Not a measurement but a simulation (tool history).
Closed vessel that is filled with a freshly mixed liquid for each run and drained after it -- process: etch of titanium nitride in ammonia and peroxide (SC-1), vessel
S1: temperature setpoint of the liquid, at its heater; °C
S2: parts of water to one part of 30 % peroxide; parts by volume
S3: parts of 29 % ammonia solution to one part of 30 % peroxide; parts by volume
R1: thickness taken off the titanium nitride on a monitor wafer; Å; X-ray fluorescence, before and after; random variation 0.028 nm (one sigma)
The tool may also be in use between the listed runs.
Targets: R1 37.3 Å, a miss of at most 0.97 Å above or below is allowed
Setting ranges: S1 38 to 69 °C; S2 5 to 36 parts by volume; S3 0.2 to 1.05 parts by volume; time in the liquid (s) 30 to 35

run 1 hour=0 | S1=53 S2=20 S3=0.55 time_in_the_liquid_(s)=35 | R1=23.537
run 2 hour=4.6 | S1=53 S2=20 S3=0.55 time_in_the_liquid_(s)=35 | R1=23.17
run 3 hour=5.3 | S1=55.5 S2=20 S3=0.55 time_in_the_liquid_(s)=35 | R1=27.405
run 4 hour=12.8 | S1=57 S2=20 S3=0.55 time_in_the_liquid_(s)=35 | R1=30.462
run 5 hour=18 | S1=58 S2=20 S3=0.55 time_in_the_liquid_(s)=35 | R1=32.758
run 6 hour=25.7 | S1=63.5 S2=20 S3=0.55 time_in_the_liquid_(s)=35 | R1=47.063
run 7 hour=33.4 | S1=62.5 S2=20 S3=0.55 time_in_the_liquid_(s)=35 | R1=43.859
run 8 hour=34.3 | S1=61.5 S2=20 S3=0.55 time_in_the_liquid_(s)=35 | R1=41.047
run 9 hour=37.4 | S1=61 S2=20 S3=0.55 time_in_the_liquid_(s)=35 | R1=39.261
run 10 hour=42.1 | S1=60.5 S2=20 S3=0.55 time_in_the_liquid_(s)=35 | R1=38.863

Exactly one of the 5 candidate moves below puts every result within its allowed miss. Which one?
run A hour=46.8 | S1=58.5 S2=14 S3=0.65 time_in_the_liquid_(s)=35 | R1=?
run B hour=46.8 | S1=59.5 S2=16.5 S3=0.35 time_in_the_liquid_(s)=35 | R1=?
run C hour=46.8 | S1=59.5 S2=16 S3=0.55 time_in_the_liquid_(s)=30 | R1=?
run D hour=46.8 | S1=62.5 S2=23 S3=0.45 time_in_the_liquid_(s)=35 | R1=?
run E hour=46.8 | S1=63 S2=23 S3=0.4 time_in_the_liquid_(s)=35 | R1=?

move=A R1=42.311
move=B R1=36.902
move=C R1=34.977
move=D R1=39.066
move=E R1=39.455
A: moves away from the targets compared with the last run
B: every result within its allowed miss
C: carries the result that was furthest off beyond its target, to the other side
D: moves away from the targets compared with the last run
E: moves away from the targets compared with the last run
Move B is the one to make.
